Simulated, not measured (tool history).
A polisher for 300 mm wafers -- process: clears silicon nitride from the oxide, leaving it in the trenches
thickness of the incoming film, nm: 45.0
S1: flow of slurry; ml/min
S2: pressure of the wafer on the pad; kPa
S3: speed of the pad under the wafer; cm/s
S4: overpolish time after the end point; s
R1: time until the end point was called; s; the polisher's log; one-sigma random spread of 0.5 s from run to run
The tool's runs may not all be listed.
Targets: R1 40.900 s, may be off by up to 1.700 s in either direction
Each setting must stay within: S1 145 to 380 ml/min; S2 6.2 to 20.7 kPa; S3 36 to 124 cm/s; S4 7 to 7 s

Run 1, hour 0.0: S1 245 ml/min, S2 13.1 kPa, S3 80 cm/s, S4 7 s. Result: R1 91.726 s.
Run 2, hour 0.8: S1 275 ml/min, S2 13.1 kPa, S3 80 cm/s, S4 7 s. Result: R1 90.316 s.
Run 3, hour 5.6: S1 275 ml/min, S2 13.1 kPa, S3 80 cm/s, S4 7 s. Result: R1 90.202 s.
Run 4, hour 10.7: S1 275 ml/min, S2 13.1 kPa, S3 64 cm/s, S4 7 s. Result: R1 109.240 s.
Run 5, hour 14.3: S1 275 ml/min, S2 13.8 kPa, S3 68 cm/s, S4 7 s. Result: R1 99.187 s.
Run 6, hour 15.2: S1 275 ml/min, S2 13.8 kPa, S3 78 cm/s, S4 7 s. Result: R1 87.858 s.
Run 7, hour 21.1: S1 275 ml/min, S2 14.5 kPa, S3 80 cm/s, S4 7 s. Result: R1 81.453 s.
Run 8, hour 23.5: S1 275 ml/min, S2 15.2 kPa, S3 82 cm/s, S4 7 s. Result: R1 76.427 s.
At hour 26.5: worn pad replaced by a new one.
Run 9, hour 26.5: S1 275 ml/min, S2 15.9 kPa, S3 84 cm/s, S4 7 s. Result: R1 64.663 s.
Run 10, hour 33.7: S1 275 ml/min, S2 16.5 kPa, S3 84 cm/s, S4 7 s. Result: R1 61.606 s.
Run 11, hour 40.7: S1 275 ml/min, S2 17.2 kPa, S3 84 cm/s, S4 7 s. Result: R1 61.011 s.
Run 12, hour 43.5: S1 275 ml/min, S2 17.9 kPa, S3 84 cm/s, S4 7 s. Result: R1 57.252 s.
Run 13, hour 52.5: S1 280 ml/min, S2 19.3 kPa, S3 88 cm/s, S4 7 s. Result: R1 50.654 s.
Run 14, hour 60.0: S1 280 ml/min, S2 20.0 kPa, S3 94 cm/s, S4 7 s. Result: R1 46.380 s.

4 next moves are on the table. One of them brings every result within its allowed miss. Which?
Run A, hour 67.5: S1 300 ml/min, S2 18.6 kPa, S3 104 cm/s, S4 7 s. Result: R1 ?.
Run B, hour 67.5: S1 285 ml/min, S2 20.7 kPa, S3 94 cm/s, S4 7 s. Result: R1 ?.
Run C, hour 67.5: S1 235 ml/min, S2 20.7 kPa, S3 104 cm/s, S4 7 s. Result: R1 ?.
Run D, hour 67.5: S1 315 ml/min, S2 17.9 kPa, S3 88 cm/s, S4 7 s. Result: R1 ?.

move      R1
   A  44.861
   B  44.623
   C  41.556
   D  54.004
A: nearer the targets than the last run, but a result is still out of spec
B: nearer the targets than the last run, but a result is still out of spec
C: meets every target
D: the biggest miss grows against the last run
C is the move that brings every result within its allowed miss.
